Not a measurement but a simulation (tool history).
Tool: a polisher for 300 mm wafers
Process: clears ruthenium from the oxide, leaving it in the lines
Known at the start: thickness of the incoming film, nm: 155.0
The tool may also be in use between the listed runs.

run  hour  flow of slurry (ml/min)  pressure of the wafer on the pad (psi)  speed of the pad under the wafer (cm/s)  overpolish time after the end point (s)  time until the end point was called (s)
  1   0.0                      260                                     1.8                                      128                                        4                                   119.97
  2   3.4                      260                                     1.7                                      126                                        4                                   131.68
  3   9.8                      260                                     1.7                                      126                                        4                                   132.23
  4  17.9                      260                                     1.7                                      126                                        4                                   130.91
  5  24.5                      225                                     1.7                                      126                                        4                                   131.17
  6  32.8                      225                                     1.7                                      146                                        4                                   111.93
  7  38.6                      225                                     1.7                                      146                                        4                                   110.82
  8  46.7                      225                                     1.6                                      144                                        4                                   120.10
  9  49.1                      225                                     1.5                                      142                                        4                                   132.89
 10  50.4                      225                                     1.4                                      142                                        4                                   140.34

Forecast run 11:
 11  56.1                      225                                     1.3                                      142                                        4                                        ?

time until the end point was called (s): 152.74
